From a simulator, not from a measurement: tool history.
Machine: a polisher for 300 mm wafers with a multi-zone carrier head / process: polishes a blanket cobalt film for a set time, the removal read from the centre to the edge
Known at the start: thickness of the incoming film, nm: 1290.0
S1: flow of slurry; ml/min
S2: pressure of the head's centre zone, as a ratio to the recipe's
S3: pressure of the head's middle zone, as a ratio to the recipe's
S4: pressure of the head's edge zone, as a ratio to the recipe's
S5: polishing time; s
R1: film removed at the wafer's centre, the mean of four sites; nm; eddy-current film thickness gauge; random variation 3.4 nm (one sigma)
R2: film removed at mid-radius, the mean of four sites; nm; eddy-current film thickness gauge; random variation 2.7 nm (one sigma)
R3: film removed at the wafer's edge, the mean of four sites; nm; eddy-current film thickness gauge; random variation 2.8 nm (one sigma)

run	hour	S1	S2	S3	S4	S5	R1	R2	R3
1	0	200	1	1	1	81	388.89	382.44	375.21
2	7.5	200	1.01	1.01	0.98	78	376.73	378.03	360.63
3	14	205	1.02	1.02	0.97	74	362.5	359.86	340.39
4	15.4	205	1.03	1.03	0.96	71	345.77	351.16	321.5
5	17.1	205	1.04	1.03	0.95	69	341.12	340.28	308.88
6	21.9	205	1.04	1.03	0.94	68	340.21	333.92	307.94
7	29.5	205	1.04	1.04	0.93	66	323.03	323.06	289.21
8	38.5	200	1.04	1.04	0.92	65	321.42	321.77	292.56
9	39.1	205	1.05	1.05	0.92	63	311.73	316.02	282.59
10	40.4	205	1.06	1.06	0.91	62	314.72	317.26	273.76
11	49.1	175	1.04	1.06	0.81	52	251.69	256.54	208.18

Forecast run 12:
12	49.7	230	1.06	1.09	0.86	52	?	?	?

{"run 12": {"R1": 268.64, "R2": 270.9, "R3": 225.86}}
